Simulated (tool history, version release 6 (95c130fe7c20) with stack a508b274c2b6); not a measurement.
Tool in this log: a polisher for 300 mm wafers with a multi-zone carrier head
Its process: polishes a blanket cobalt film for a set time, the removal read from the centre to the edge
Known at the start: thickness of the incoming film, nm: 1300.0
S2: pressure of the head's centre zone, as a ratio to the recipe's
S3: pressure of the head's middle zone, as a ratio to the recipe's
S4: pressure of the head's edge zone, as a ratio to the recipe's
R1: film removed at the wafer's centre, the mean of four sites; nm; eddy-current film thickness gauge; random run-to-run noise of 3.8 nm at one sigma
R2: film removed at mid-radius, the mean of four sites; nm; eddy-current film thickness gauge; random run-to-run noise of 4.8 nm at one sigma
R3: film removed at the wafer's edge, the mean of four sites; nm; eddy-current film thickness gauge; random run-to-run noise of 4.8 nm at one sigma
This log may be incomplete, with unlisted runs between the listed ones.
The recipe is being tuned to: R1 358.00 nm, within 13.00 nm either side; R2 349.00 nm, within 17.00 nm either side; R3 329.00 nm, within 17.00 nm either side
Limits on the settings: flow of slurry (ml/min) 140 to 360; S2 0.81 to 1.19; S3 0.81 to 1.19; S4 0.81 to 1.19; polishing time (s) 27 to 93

{"run": 1, "day": 0.0, "flow of slurry (ml/min)": 230, "S2": 1.0, "S3": 1.0, "S4": 1.0, "polishing time (s)": 59, "R1": 276.88, "R2": 278.89, "R3": 274.8}
{"run": 2, "day": 0.075, "flow of slurry (ml/min)": 230, "S2": 1.0, "S3": 1.04, "S4": 1.0, "polishing time (s)": 59, "R1": 277.51, "R2": 273.18, "R3": 271.74}
{"run": 3, "day": 0.104, "flow of slurry (ml/min)": 230, "S2": 1.0, "S3": 1.04, "S4": 0.93, "polishing time (s)": 59, "R1": 280.85, "R2": 277.82, "R3": 260.52}
{"run": 4, "day": 0.354, "flow of slurry (ml/min)": 230, "S2": 1.0, "S3": 1.04, "S4": 0.86, "polishing time (s)": 59, "R1": 281.84, "R2": 284.86, "R3": 253.74}
{"run": 5, "day": 0.612, "flow of slurry (ml/min)": 235, "S2": 1.01, "S3": 1.04, "S4": 0.89, "polishing time (s)": 63, "R1": 300.61, "R2": 299.84, "R3": 275.98}
{"run": 6, "day": 0.721, "flow of slurry (ml/min)": 235, "S2": 1.08, "S3": 1.04, "S4": 0.89, "polishing time (s)": 63, "R1": 316.05, "R2": 295.72, "R3": 280.16}
{"run": 7, "day": 0.838, "flow of slurry (ml/min)": 240, "S2": 1.07, "S3": 1.06, "S4": 0.9, "polishing time (s)": 66, "R1": 334.29, "R2": 318.18, "R3": 292.55}
{"run": 8, "day": 1.171, "flow of slurry (ml/min)": 245, "S2": 1.06, "S3": 1.06, "S4": 0.92, "polishing time (s)": 68, "R1": 337.39, "R2": 318.08, "R3": 307.84}

Of the 4 settings listed for the next run, only one would bring every result within its allowed miss of target. Which one?
{"run": "A", "day": 1.504, "flow of slurry (ml/min)": 210, "S2": 1.03, "S3": 1.02, "S4": 0.83, "polishing time (s)": 66, "R1": "?", "R2": "?", "R3": "?"}
{"run": "B", "day": 1.504, "flow of slurry (ml/min)": 245, "S2": 0.97, "S3": 0.97, "S4": 0.81, "polishing time (s)": 78, "R1": "?", "R2": "?", "R3": "?"}
{"run": "C", "day": 1.504, "flow of slurry (ml/min)": 265, "S2": 1.1, "S3": 1.16, "S4": 0.83, "polishing time (s)": 65, "R1": "?", "R2": "?", "R3": "?"}
{"run": "D", "day": 1.504, "flow of slurry (ml/min)": 220, "S2": 1.12, "S3": 1.08, "S4": 0.92, "polishing time (s)": 64, "R1": "?", "R2": "?", "R3": "?"}

move=A R1=316.26 R2=311.62 R3=284.79
move=B R1=358.26 R2=359.55 R3=337.38
move=C R1=342.26 R2=349.66 R3=285.15
move=D R1=335.74 R2=318.17 R3=290.23
A: its largest miss is bigger than the last run's
B: every result lands within tolerance
C: corrects the largest miss of the last run, while another result sits out of spec
D: its largest miss is bigger than the last run's
Answer: B
